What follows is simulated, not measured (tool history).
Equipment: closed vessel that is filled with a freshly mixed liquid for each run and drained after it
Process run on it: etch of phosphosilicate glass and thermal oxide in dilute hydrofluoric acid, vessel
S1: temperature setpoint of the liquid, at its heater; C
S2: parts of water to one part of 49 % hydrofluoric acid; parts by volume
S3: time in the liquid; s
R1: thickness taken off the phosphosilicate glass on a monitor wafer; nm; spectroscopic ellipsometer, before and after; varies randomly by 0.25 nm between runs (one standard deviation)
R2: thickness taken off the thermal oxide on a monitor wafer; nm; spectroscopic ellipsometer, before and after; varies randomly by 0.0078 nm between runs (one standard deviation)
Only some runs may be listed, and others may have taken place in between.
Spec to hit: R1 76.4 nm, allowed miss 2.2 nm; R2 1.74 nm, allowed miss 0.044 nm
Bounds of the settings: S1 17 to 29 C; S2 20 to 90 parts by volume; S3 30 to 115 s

run	hour	S1	S2	S3	R1	R2
1	0	21	50	60	234.6	5.3132
2	3.2	23	50	60	254.39	5.8187
3	8.7	21.5	60	60	196.76	4.4544
4	14.6	21.5	70	60	167.67	3.8181
5	20.8	21.5	85	60	134.51	3.0595
6	25.4	21.5	85	40	89.721	2.0439
7	33.7	21.5	85	40	90.233	2.0344
8	37.8	20.5	85	40	86.545	1.9561

Which of these 5 next moves meets every target?
A	41.9	24	90	35	?	?
B	41.9	17	70	35	?	?
C	41.9	17	70	45	?	?
D	41.9	25.5	85	35	?	?
E	41.9	20.5	85	35	?	?

move	R1	R2
A	81.591	1.8511
B	80.343	1.8228
C	103.3	2.3436
D	92.28	2.0937
E	75.397	1.7106
A: moves toward the targets from the last run without getting all of them in spec
B: moves toward the targets from the last run without getting all of them in spec
C: lands further from the targets than the last run did
D: lands further from the targets than the last run did
E: all results land within tolerance of their targets
Answer: E
